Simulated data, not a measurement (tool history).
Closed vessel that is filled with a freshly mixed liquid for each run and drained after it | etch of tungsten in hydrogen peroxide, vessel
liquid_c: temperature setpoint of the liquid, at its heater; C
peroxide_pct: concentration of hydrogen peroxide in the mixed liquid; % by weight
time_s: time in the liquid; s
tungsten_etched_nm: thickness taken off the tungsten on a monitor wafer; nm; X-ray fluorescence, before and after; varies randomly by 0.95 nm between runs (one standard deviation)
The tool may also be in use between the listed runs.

Run 1, hour 0: liquid_c 48 C, peroxide_pct 19 % by weight, time_s 105 s. Result: tungsten_etched_nm 214.13 nm.
Run 2, hour 1.1: liquid_c 44.5 C, peroxide_pct 19 % by weight, time_s 105 s. Result: tungsten_etched_nm 169.98 nm.
Run 3, hour 7.2: liquid_c 42.5 C, peroxide_pct 19 % by weight, time_s 105 s. Result: tungsten_etched_nm 148.39 nm.
Run 4, hour 11.2: liquid_c 41 C, peroxide_pct 19 % by weight, time_s 105 s. Result: tungsten_etched_nm 137.21 nm.
Run 5, hour 14.4: liquid_c 40 C, peroxide_pct 19 % by weight, time_s 105 s. Result: tungsten_etched_nm 126.05 nm.
Run 6, hour 15.6: liquid_c 46.5 C, peroxide_pct 19 % by weight, time_s 105 s. Result: tungsten_etched_nm 193.2 nm.

The next listed run, before its measurement:
Run 7, hour 21.4: liquid_c 43.5 C, peroxide_pct 19 % by weight, time_s 105 s. Result: tungsten_etched_nm ?.

Run 7 measured tungsten_etched_nm 158.85 nm.
